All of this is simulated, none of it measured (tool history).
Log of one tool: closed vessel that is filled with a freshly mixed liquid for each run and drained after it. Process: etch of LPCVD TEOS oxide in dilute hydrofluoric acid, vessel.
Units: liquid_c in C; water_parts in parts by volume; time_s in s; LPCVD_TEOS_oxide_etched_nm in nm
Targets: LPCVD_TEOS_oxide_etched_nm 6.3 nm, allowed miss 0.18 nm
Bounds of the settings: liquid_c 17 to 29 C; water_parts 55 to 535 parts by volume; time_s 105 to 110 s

| run | hour | liquid_c | water_parts | time_s | LPCVD_TEOS_oxide_etched_nm |
|---|---|---|---|---|---|
| 1 | 0 | 21 | 295 | 105 | 7.3165 |
| 2 | 8.9 | 23.5 | 295 | 105 | 7.9598 |
| 3 | 14.8 | 23.5 | 295 | 105 | 8.0182 |
| 4 | 22.6 | 26.5 | 295 | 105 | 8.855 |
| 5 | 27 | 24 | 300 | 105 | 7.9305 |
|  | 36 | hydrofluoric acid flow meter replaced |
| 6 | 36 | 22 | 300 | 105 | 8.5318 |
| 7 | 41.2 | 26 | 365 | 105 | 7.5562 |
| 8 | 44.3 | 24.5 | 370 | 105 | 7.0693 |
| 9 | 50 | 23.5 | 375 | 105 | 6.6673 |

5 next moves are on the table. One of them brings every result within its allowed miss. Which?
| A | 55.7 | 25 | 425 | 110 | ? |
| B | 55.7 | 22 | 360 | 105 | ? |
| C | 55.7 | 25 | 390 | 105 | ? |
| D | 55.7 | 21 | 360 | 110 | ? |
| E | 55.7 | 25 | 385 | 110 | ? |

| move | LPCVD_TEOS_oxide_etched_nm |
|---|---|
| A | 6.2184 |
| B | 6.7213 |
| C | 6.6771 |
| D | 6.8013 |
| E | 7.1186 |
A: meets every target
B: further off than the last run
C: as far off as the last run
D: further off than the last run
E: further off than the last run
Answer: A
